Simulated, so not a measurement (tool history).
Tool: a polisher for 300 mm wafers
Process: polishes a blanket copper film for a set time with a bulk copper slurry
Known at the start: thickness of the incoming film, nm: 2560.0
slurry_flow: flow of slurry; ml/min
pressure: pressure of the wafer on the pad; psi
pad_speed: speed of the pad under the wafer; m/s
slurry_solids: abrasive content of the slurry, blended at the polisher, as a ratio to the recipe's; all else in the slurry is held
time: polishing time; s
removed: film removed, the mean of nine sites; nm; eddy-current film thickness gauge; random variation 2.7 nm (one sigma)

Run 1, day 0: slurry_flow 180 ml/min, pressure 2 psi, pad_speed 0.92 m/s, slurry_solids 1, time 107 s. Result: removed 562.74 nm.
Run 2, day 0.108: slurry_flow 175 ml/min, pressure 1.6 psi, pad_speed 0.8 m/s, slurry_solids 1, time 107 s. Result: removed 378.69 nm.
Run 3, day 0.254: slurry_flow 130 ml/min, pressure 1.6 psi, pad_speed 0.8 m/s, slurry_solids 1, time 107 s. Result: removed 369.75 nm.
Run 4, day 0.4: slurry_flow 130 ml/min, pressure 1.8 psi, pad_speed 0.8 m/s, slurry_solids 1, time 107 s. Result: removed 404.44 nm.
Run 5, day 0.588: slurry_flow 130 ml/min, pressure 1.8 psi, pad_speed 0.8 m/s, slurry_solids 1.15, time 107 s. Result: removed 416.7 nm.
Run 6, day 0.846: slurry_flow 130 ml/min, pressure 1.5 psi, pad_speed 0.74 m/s, slurry_solids 1.15, time 107 s. Result: removed 332.12 nm.
Run 7, day 1.104: slurry_flow 130 ml/min, pressure 1.3 psi, pad_speed 0.7 m/s, slurry_solids 1.15, time 107 s. Result: removed 261.46 nm.
Run 8, day 1.167: slurry_flow 130 ml/min, pressure 1.2 psi, pad_speed 0.7 m/s, slurry_solids 1.15, time 107 s. Result: removed 249.5 nm.

The next listed run, before its measurement:
Run 9, day 1.383: slurry_flow 130 ml/min, pressure 1.1 psi, pad_speed 0.7 m/s, slurry_solids 1.15, time 107 s. Result: removed ?.

{"run 9": {"removed": 224.85}}

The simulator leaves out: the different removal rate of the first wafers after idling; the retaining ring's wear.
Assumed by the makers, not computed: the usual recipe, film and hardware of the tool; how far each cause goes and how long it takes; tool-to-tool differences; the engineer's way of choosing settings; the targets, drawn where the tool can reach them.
